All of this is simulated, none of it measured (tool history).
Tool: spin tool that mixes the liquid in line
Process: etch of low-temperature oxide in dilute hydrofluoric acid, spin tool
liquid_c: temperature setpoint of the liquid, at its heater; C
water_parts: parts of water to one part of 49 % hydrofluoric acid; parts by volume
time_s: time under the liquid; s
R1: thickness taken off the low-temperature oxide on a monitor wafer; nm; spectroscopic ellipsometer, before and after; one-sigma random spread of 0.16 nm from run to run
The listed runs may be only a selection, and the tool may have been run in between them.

Run 1, hour 0.0: liquid_c 26.0 C, water_parts 290 parts by volume, time_s 310 s. Result: R1 29.462 nm.
Run 2, hour 6.9: liquid_c 27.0 C, water_parts 290 parts by volume, time_s 310 s. Result: R1 30.975 nm.
Run 3, hour 8.7: liquid_c 27.0 C, water_parts 385 parts by volume, time_s 310 s. Result: R1 21.072 nm.
Run 4, hour 15.2: liquid_c 27.0 C, water_parts 470 parts by volume, time_s 310 s. Result: R1 15.912 nm.
Run 5, hour 21.2: liquid_c 28.0 C, water_parts 445 parts by volume, time_s 310 s. Result: R1 17.764 nm.
Run 6, hour 28.0: liquid_c 28.5 C, water_parts 425 parts by volume, time_s 310 s. Result: R1 19.147 nm.
Run 7, hour 36.5: liquid_c 29.0 C, water_parts 405 parts by volume, time_s 310 s. Result: R1 20.722 nm.
Run 8, hour 41.5: liquid_c 29.5 C, water_parts 385 parts by volume, time_s 310 s. Result: R1 22.638 nm.
Run 9, hour 48.5: liquid_c 30.0 C, water_parts 370 parts by volume, time_s 310 s. Result: R1 24.402 nm.
Run 10, hour 56.2: liquid_c 30.5 C, water_parts 355 parts by volume, time_s 310 s. Result: R1 26.152 nm.
Run 11, hour 57.8: liquid_c 31.0 C, water_parts 345 parts by volume, time_s 310 s. Result: R1 27.683 nm.
Run 12, hour 64.6: liquid_c 31.5 C, water_parts 335 parts by volume, time_s 310 s. Result: R1 29.267 nm.

Expected results for the next run?
Run 13, hour 70.0: liquid_c 34.0 C, water_parts 275 parts by volume, time_s 310 s. Result: R1 ?.

Run 13 gave R1 41.045 nm.
